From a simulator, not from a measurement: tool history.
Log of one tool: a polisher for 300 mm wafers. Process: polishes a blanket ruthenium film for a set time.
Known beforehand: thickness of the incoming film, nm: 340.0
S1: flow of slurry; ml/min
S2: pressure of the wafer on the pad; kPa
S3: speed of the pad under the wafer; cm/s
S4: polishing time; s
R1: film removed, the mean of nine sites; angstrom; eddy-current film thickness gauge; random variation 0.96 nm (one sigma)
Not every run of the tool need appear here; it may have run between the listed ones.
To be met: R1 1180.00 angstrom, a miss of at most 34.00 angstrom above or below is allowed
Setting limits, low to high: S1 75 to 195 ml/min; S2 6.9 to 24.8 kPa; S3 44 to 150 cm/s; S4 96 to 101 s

Run 1, hour 0.0: S1 125 ml/min, S2 15.9 kPa, S3 96 cm/s, S4 96 s. Result: R1 1018.10 angstrom.
Run 2, hour 6.9: S1 125 ml/min, S2 12.4 kPa, S3 96 cm/s, S4 96 s. Result: R1 792.55 angstrom.
Run 3, hour 12.8: S1 135 ml/min, S2 13.8 kPa, S3 96 cm/s, S4 96 s. Result: R1 901.17 angstrom.
Run 4, hour 20.2: S1 135 ml/min, S2 13.8 kPa, S3 96 cm/s, S4 96 s. Result: R1 888.89 angstrom.
Run 5, hour 21.4: S1 145 ml/min, S2 14.5 kPa, S3 96 cm/s, S4 96 s. Result: R1 947.94 angstrom.
Run 6, hour 29.1: S1 150 ml/min, S2 15.2 kPa, S3 96 cm/s, S4 96 s. Result: R1 988.61 angstrom.
Run 7, hour 33.1: S1 150 ml/min, S2 15.9 kPa, S3 96 cm/s, S4 96 s. Result: R1 1035.60 angstrom.
Run 8, hour 34.4: S1 150 ml/min, S2 16.5 kPa, S3 96 cm/s, S4 96 s. Result: R1 1087.40 angstrom.
Run 9, hour 38.3: S1 155 ml/min, S2 17.2 kPa, S3 96 cm/s, S4 96 s. Result: R1 1118.50 angstrom.

Of the 4 settings listed for the next run, only one would bring every result within its allowed miss of target. Which one?
Run A, hour 42.2: S1 135 ml/min, S2 17.2 kPa, S3 84 cm/s, S4 100 s. Result: R1 ?.
Run B, hour 42.2: S1 150 ml/min, S2 14.5 kPa, S3 106 cm/s, S4 97 s. Result: R1 ?.
Run C, hour 42.2: S1 190 ml/min, S2 15.9 kPa, S3 106 cm/s, S4 96 s. Result: R1 ?.
Run D, hour 42.2: S1 160 ml/min, S2 13.8 kPa, S3 114 cm/s, S4 99 s. Result: R1 ?.

move       R1
   A  1031.00
   B  1038.20
   C  1166.20
   D  1085.60
A: moves away from the targets compared with the last run
B: moves away from the targets compared with the last run
C: all results land within tolerance of their targets
D: moves away from the targets compared with the last run
Move C is the one to make.
